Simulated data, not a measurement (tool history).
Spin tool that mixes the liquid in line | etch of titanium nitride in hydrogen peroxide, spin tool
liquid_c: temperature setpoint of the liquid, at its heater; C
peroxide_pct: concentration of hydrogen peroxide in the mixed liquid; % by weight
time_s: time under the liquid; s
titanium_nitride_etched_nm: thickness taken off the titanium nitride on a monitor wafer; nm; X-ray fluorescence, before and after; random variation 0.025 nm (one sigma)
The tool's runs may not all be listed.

run,day,liquid_c,peroxide_pct,time_s,titanium_nitride_etched_nm
1,0.000,44.0,20.5,280,6.9856
2,0.117,41.5,20.5,280,5.7672
3,0.229,41.5,20.5,280,5.8869
4,0.467,41.5,20.5,280,5.7890
5,0.521,41.0,20.5,280,5.6299
6,0.892,40.5,20.5,280,5.3415
7,0.946,39.5,20.5,280,5.0054

Forecast run 8:
8,1.071,39.0,20.5,280,?

Run 8 gave titanium_nitride_etched_nm 4.8140 nm.
